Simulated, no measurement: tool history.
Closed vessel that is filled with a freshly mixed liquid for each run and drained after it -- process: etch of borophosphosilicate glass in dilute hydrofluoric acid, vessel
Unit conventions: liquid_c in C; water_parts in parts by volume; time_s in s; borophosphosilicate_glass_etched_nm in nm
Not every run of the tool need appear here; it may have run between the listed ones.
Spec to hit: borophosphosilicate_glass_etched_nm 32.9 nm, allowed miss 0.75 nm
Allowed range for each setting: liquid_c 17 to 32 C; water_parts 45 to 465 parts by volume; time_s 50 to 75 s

run,hour,liquid_c,water_parts,time_s,borophosphosilicate_glass_etched_nm
1,0,24,255,75,14.207
2,3.9,26,220,75,18.373
3,13.1,27.5,200,75,21.723
4,16.5,28.5,185,75,24.748
# hour 23.6: thermometer replaced
5,23.6,28.5,185,75,26.373
6,31.2,29.5,185,75,27.4
7,39.1,30,185,75,27.892
8,41.2,32,160,75,35.966

Exercise: of the 5 proposed moves below, exactly one satisfies all targets within the stated allowed misses. Which move is it?
A,43.3,31,160,75,?
B,43.3,32,165,75,?
C,43.3,26,150,75,?
D,43.3,30,160,75,?
E,43.3,32,180,75,?

move,borophosphosilicate_glass_etched_nm
A,34.248
B,34.166
C,30.843
D,33.054
E,30.701
A: moves toward the targets from the last run without getting all of them in spec
B: moves toward the targets from the last run without getting all of them in spec
C: pushes the last run's worst result past its target
D: all results land within tolerance of their targets
E: pushes the last run's worst result past its target
Move D is the one to make.

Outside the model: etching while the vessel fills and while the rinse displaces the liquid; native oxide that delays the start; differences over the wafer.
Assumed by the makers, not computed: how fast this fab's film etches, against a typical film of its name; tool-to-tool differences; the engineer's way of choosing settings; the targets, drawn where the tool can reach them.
